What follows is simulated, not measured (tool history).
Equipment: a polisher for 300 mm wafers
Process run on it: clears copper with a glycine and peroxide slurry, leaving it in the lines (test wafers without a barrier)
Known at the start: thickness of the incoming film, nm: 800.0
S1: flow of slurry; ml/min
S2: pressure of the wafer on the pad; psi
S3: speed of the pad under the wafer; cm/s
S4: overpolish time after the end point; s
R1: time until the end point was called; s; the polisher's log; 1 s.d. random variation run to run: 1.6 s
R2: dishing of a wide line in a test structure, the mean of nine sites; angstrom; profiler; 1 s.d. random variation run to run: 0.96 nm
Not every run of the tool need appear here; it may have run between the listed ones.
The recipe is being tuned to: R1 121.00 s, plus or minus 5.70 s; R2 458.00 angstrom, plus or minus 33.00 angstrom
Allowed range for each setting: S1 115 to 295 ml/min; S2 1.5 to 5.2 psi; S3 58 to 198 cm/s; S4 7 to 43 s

run  hour   S1   S2   S3  S4      R1      R2
  1   0.0  190  3.3  128  22  115.15  758.23
  2   5.8  190  3.3  128  20  112.26  683.08
  3  10.3  190  3.2  128  19  114.15  648.80
  4  16.9  190  3.1  128  18  119.43  617.20
  5  21.8  190  3.1  128  17  116.32  581.85
  6  30.2  190  3.1  128  16  116.48  563.70
  7  36.0  190  3.1  128  16  119.84  580.71
  8  42.5  190  3.1  128  15  120.60  534.31

Which of these 4 next moves meets every target?
  A  49.0  235  3.6   94  12   ?   ?
  B  49.0  190  3.0  102  14   ?   ?
  C  49.0  295  3.2   92  17   ?   ?
  D  49.0  185  3.1  124  16   ?   ?

move      R1      R2
   A  121.97  460.85
   B  140.13  464.50
   C  132.95  563.28
   D  122.82  566.90
A: every result lands within tolerance
B: corrects the largest miss of the last run, while another result sits out of spec
C: lands further from the targets than the last run did
D: lands further from the targets than the last run did
A meets every target.
